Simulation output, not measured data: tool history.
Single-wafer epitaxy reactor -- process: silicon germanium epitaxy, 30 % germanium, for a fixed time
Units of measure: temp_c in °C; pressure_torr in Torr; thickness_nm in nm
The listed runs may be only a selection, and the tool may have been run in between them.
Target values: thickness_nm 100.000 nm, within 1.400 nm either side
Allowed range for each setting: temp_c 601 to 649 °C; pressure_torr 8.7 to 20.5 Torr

run    day  temp_c  pressure_torr  thickness_nm
  1  0.000     625           14.6        77.394
  2  0.358     619           14.6        69.105
  3  0.446     619           16.2        72.517
  4  0.629     624           16.2        78.984
  5  0.729     624           14.8        75.711
  6  0.817     626           14.8        78.767
  7  0.958     628           14.8        81.905
  8  1.196     630           14.8        83.632
  9  1.458     632           14.8        86.905
 10  1.629     641           14.9       101.840

Next run, 5 choices. One meets every target within its allowed miss, the rest don't. Which?
  A  1.800     640           13.6             ?
  B  1.800     645           12.9             ?
  C  1.800     648           10.4             ?
  D  1.800     641           15.2             ?
  E  1.800     638           14.4             ?

move  thickness_nm
   A        97.294
   B       103.640
   C       100.180
   D       103.340
   E        96.188
A: carries the result that was furthest off beyond its target, to the other side
B: moves away from the targets compared with the last run
C: hits every target within its allowed miss
D: moves away from the targets compared with the last run
E: carries the result that was furthest off beyond its target, to the other side
The move that meets every target is C.
